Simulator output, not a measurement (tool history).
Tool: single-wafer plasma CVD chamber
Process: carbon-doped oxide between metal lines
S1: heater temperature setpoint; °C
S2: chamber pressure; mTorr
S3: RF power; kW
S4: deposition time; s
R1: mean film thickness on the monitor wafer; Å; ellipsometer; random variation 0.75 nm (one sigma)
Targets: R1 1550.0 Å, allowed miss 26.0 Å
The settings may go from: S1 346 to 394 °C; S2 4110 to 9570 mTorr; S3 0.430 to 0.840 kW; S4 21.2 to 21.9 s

| run | day | S1 | S2 | S3 | S4 | R1 |
|---|---|---|---|---|---|---|
| 1 | 0.000 | 370 | 6840 | 0.635 | 21.2 | 1377.0 |
| 2 | 0.246 | 361 | 6840 | 0.635 | 21.2 | 1410.2 |
| 3 | 0.529 | 360 | 6900 | 0.645 | 21.2 | 1428.9 |
| 4 | 0.692 | 359 | 6960 | 0.650 | 21.2 | 1430.8 |
| 5 | 0.917 | 359 | 6980 | 0.660 | 21.2 | 1447.7 |
| 6 | 1.000 | 359 | 6130 | 0.660 | 21.2 | 1433.2 |
| 7 | 1.275 | 358 | 6210 | 0.670 | 21.2 | 1453.3 |
| 8 | 1.617 | 357 | 6270 | 0.675 | 21.2 | 1469.3 |
| 9 | 1.833 | 356 | 6310 | 0.680 | 21.2 | 1473.1 |

4 next moves are on the table. One of them brings every result within its allowed miss. Which?
| A | 2.050 | 352 | 6200 | 0.680 | 21.9 | ? |
| B | 2.050 | 350 | 6190 | 0.595 | 21.2 | ? |
| C | 2.050 | 354 | 6880 | 0.770 | 21.9 | ? |
| D | 2.050 | 385 | 5170 | 0.690 | 21.9 | ? |

| move | R1 |
|---|---|
| A | 1539.3 |
| B | 1391.2 |
| C | 1653.2 |
| D | 1410.6 |
A: meets every target
B: further off than the last run
C: takes the result that was furthest off past its target
D: further off than the last run
Answer: A
